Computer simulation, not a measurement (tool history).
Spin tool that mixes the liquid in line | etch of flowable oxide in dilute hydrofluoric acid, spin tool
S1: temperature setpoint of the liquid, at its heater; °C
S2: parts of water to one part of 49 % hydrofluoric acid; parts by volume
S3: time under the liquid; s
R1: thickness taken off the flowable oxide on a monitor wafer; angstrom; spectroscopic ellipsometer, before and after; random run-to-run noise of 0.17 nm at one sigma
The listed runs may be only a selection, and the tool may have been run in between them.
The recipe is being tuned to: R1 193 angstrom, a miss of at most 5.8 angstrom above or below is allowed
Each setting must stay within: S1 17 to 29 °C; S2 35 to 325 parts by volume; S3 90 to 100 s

run 1 day=0 | S1=21 S2=180 S3=90 | R1=149.37
run 2 day=0.267 | S1=21 S2=180 S3=90 | R1=146.31
run 3 day=0.5 | S1=21 S2=230 S3=90 | R1=110.02
run 4 day=0.829 | S1=18 S2=230 S3=90 | R1=99.074
run 5 day=1.129 | S1=19.5 S2=220 S3=90 | R1=109.74
run 6 day=1.308 | S1=20.5 S2=215 S3=90 | R1=114.76
-- day=1.412 thermometer replaced
run 7 day=1.412 | S1=21.5 S2=210 S3=90 | R1=130.58
run 8 day=1.671 | S1=22.5 S2=210 S3=90 | R1=138.61
run 9 day=1.867 | S1=23.5 S2=210 S3=90 | R1=144.89
run 10 day=2.225 | S1=24 S2=210 S3=90 | R1=144.75
run 11 day=2.317 | S1=24.5 S2=210 S3=90 | R1=148.44
run 12 day=2.621 | S1=25 S2=210 S3=90 | R1=149.65
run 13 day=2.933 | S1=25.5 S2=210 S3=90 | R1=154.51

Exercise: of the 5 proposed moves below, exactly one satisfies all targets within the stated allowed misses. Which move is it?
run A day=3.246 | S1=28.5 S2=180 S3=95 | R1=?
run B day=3.246 | S1=25.5 S2=180 S3=100 | R1=?
run C day=3.246 | S1=25 S2=180 S3=100 | R1=?
run D day=3.246 | S1=25 S2=170 S3=100 | R1=?
run E day=3.246 | S1=27 S2=200 S3=100 | R1=?

move=A R1=219.94
move=B R1=207.65
move=C R1=203.85
move=D R1=218.3
move=E R1=192.88
A: carries the result that was furthest off beyond its target, to the other side
B: carries the result that was furthest off beyond its target, to the other side
C: carries the result that was furthest off beyond its target, to the other side
D: carries the result that was furthest off beyond its target, to the other side
E: all results in spec
So the answer is move E, the one that meets all the targets.

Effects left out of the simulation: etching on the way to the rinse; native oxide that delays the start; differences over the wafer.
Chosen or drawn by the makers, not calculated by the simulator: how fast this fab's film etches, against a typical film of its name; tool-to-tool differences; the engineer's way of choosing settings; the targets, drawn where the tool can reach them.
